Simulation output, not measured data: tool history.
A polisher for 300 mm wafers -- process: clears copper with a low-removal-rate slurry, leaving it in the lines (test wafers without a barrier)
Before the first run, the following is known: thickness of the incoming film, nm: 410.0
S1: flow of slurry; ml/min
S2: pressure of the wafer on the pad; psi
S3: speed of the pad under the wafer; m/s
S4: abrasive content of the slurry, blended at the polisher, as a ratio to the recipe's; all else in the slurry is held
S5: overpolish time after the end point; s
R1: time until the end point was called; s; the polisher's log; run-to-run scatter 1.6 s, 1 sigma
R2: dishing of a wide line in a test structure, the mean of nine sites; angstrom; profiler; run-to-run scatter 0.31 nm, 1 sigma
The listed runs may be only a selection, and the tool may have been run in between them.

run,day,S1,S2,S3,S4,S5,R1,R2
1,0,265,3.4,0.92,1,10,140.61,229.46
2,0.092,265,3.7,0.92,1,9,133.15,230.14
3,0.388,265,3.7,0.92,0.85,9,132.02,218.63
4,0.617,265,4,0.92,0.8,8,123.85,207.31
5,0.954,265,4,1.14,0.8,8,102.71,248.92
6,1.304,265,4.1,1.14,0.8,8,102.92,256.94
7,1.617,265,4.2,1.14,0.75,8,101.11,258.82

Predict the results of run 8:
8,1.738,265,4.3,1.14,0.75,8,?,?

Run 8 gave R1 95.474 s, R2 264.72 angstrom.

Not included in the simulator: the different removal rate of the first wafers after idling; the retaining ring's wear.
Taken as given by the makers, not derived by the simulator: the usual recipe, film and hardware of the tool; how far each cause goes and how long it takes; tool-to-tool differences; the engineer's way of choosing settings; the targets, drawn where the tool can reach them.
